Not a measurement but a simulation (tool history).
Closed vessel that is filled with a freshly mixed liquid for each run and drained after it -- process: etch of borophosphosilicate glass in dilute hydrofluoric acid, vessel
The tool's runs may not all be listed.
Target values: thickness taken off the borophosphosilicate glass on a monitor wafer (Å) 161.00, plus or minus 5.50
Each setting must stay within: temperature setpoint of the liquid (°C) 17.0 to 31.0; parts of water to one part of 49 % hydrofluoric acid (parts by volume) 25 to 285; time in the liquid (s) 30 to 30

run    day  temperature setpoint of the liquid (°C)  parts of water to one part of 49 % hydrofluoric acid (parts by volume)  time in the liquid (s)  thickness taken off the borophosphosilicate glass on a monitor wafer (Å)
  1  0.000                                     23.0                                                                     155                      30                                                                    115.37
  2  0.346                                     24.5                                                                     155                      30                                                                    123.96
  3  0.612                                     25.5                                                                     155                      30                                                                    130.40
  4  0.717                                     26.5                                                                     155                      30                                                                    135.80
  5  0.825                                     28.0                                                                     155                      30                                                                    140.70
  6  1.042                                     28.0                                                                     155                      30                                                                    141.92
  7  1.212                                     28.5                                                                     155                      30                                                                    143.82
  8  1.488                                     29.0                                                                     155                      30                                                                    144.84
  9  1.683                                     29.5                                                                     155                      30                                                                    150.20
 10  1.996                                     30.5                                                                     155                      30                                                                    154.55

4 next moves are on the table. One of them brings every result within its allowed miss. Which?
  A  2.308                                     31.0                                                                     165                      30                                                                         ?
  B  2.308                                     30.0                                                                     140                      30                                                                         ?
  C  2.308                                     31.0                                                                     150                      30                                                                         ?
  D  2.308                                     30.5                                                                     160                      30                                                                         ?

move  thickness taken off the borophosphosilicate glass on a monitor wafer (Å)
   A                                                                    144.66
   B                                                                    170.49
   C                                                                    162.50
   D                                                                    147.65
A: the biggest miss grows against the last run
B: the result that was furthest off in the last run now lies on the other side of its target
C: hits every target within its allowed miss
D: the biggest miss grows against the last run
So the answer is move C, the one that meets all the targets.

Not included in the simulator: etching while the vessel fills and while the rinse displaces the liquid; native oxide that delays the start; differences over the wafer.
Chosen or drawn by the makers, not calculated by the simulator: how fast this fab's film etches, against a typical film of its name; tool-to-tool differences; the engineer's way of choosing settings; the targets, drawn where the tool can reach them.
